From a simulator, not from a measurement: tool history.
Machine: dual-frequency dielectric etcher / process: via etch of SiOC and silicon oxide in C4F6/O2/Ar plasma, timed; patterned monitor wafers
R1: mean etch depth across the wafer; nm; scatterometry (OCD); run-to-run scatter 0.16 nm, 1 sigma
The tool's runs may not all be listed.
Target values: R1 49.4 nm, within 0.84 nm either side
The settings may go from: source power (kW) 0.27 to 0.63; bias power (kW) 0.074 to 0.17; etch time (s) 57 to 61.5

{"run": 1, "hour": 0.0, "source power (kW)": 0.45, "bias power (kW)": 0.122, "etch time (s)": 61.5, "R1": 69.971}
{"run": 2, "hour": 1.7, "source power (kW)": 0.45, "bias power (kW)": 0.122, "etch time (s)": 61.5, "R1": 69.843}
{"run": 3, "hour": 2.8, "source power (kW)": 0.45, "bias power (kW)": 0.122, "etch time (s)": 61.5, "R1": 70.339}
{"run": 4, "hour": 3.5, "source power (kW)": 0.41, "bias power (kW)": 0.11, "etch time (s)": 60.5, "R1": 63.006}
{"run": 5, "hour": 12.1, "source power (kW)": 0.41, "bias power (kW)": 0.098, "etch time (s)": 60.5, "R1": 59.92}
{"run": 6, "hour": 19.6, "source power (kW)": 0.41, "bias power (kW)": 0.108, "etch time (s)": 60.5, "R1": 62.806}
{"run": 7, "hour": 22.9, "source power (kW)": 0.38, "bias power (kW)": 0.101, "etch time (s)": 60.5, "R1": 58.09}
{"run": 8, "hour": 29.7, "source power (kW)": 0.35, "bias power (kW)": 0.1, "etch time (s)": 60.5, "R1": 55.27}
{"run": 9, "hour": 35.4, "source power (kW)": 0.33, "bias power (kW)": 0.1, "etch time (s)": 60.5, "R1": 53.197}
{"run": 10, "hour": 37.4, "source power (kW)": 0.32, "bias power (kW)": 0.1, "etch time (s)": 60.5, "R1": 52.593}
{"run": 11, "hour": 46.5, "source power (kW)": 0.31, "bias power (kW)": 0.1, "etch time (s)": 60.5, "R1": 51.623}
{"run": 12, "hour": 54.4, "source power (kW)": 0.3, "bias power (kW)": 0.1, "etch time (s)": 60.5, "R1": 50.711}
{"run": 13, "hour": 59.3, "source power (kW)": 0.3, "bias power (kW)": 0.1, "etch time (s)": 60.5, "R1": 50.796}

Which single option among these 5 for the next run brings every result within its allowed miss of target? Just one does.
{"run": "A", "hour": 64.2, "source power (kW)": 0.3, "bias power (kW)": 0.109, "etch time (s)": 57, "R1": "?"}
{"run": "B", "hour": 64.2, "source power (kW)": 0.36, "bias power (kW)": 0.089, "etch time (s)": 58.5, "R1": "?"}
{"run": "C", "hour": 64.2, "source power (kW)": 0.29, "bias power (kW)": 0.101, "etch time (s)": 61.5, "R1": "?"}
{"run": "D", "hour": 64.2, "source power (kW)": 0.35, "bias power (kW)": 0.094, "etch time (s)": 58.5, "R1": "?"}
{"run": "E", "hour": 64.2, "source power (kW)": 0.32, "bias power (kW)": 0.11, "etch time (s)": 57.5, "R1": "?"}

move=A R1=49.637
move=B R1=51.566
move=C R1=50.694
move=D R1=52.04
move=E R1=52.193
A: hits every target within its allowed miss
B: lands further from the targets than the last run did
C: closes in on the targets versus the last run, not all within tolerance yet
D: lands further from the targets than the last run did
E: lands further from the targets than the last run did
The move that meets every target is A.
